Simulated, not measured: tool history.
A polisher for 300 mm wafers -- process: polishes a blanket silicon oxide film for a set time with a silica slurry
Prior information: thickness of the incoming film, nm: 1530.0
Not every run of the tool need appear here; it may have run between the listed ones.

run,hour,flow of slurry (ml/min),pressure of the wafer on the pad (kPa),speed of the pad under the wafer (m/s),abrasive content of the slurry,polishing time (s),film removed (angstrom)
1,0,190,35.2,1.46,1,37,1878.4
2,1,190,35.2,1.76,1,37,2107
3,9.3,190,35.2,1.76,1,32,1817.5
4,15.9,190,34.5,1.76,1,32,1777.8
5,24.1,190,26.2,1.76,1,32,1360.4
6,28.9,190,18.6,1.76,1,32,989.17

Predict the results of run 7:
# hour 37.4: slurry blender recalibrated
7,37.4,190,20,1.76,1,32,?

{"run 7": {"film removed (angstrom)": 1127.5}}

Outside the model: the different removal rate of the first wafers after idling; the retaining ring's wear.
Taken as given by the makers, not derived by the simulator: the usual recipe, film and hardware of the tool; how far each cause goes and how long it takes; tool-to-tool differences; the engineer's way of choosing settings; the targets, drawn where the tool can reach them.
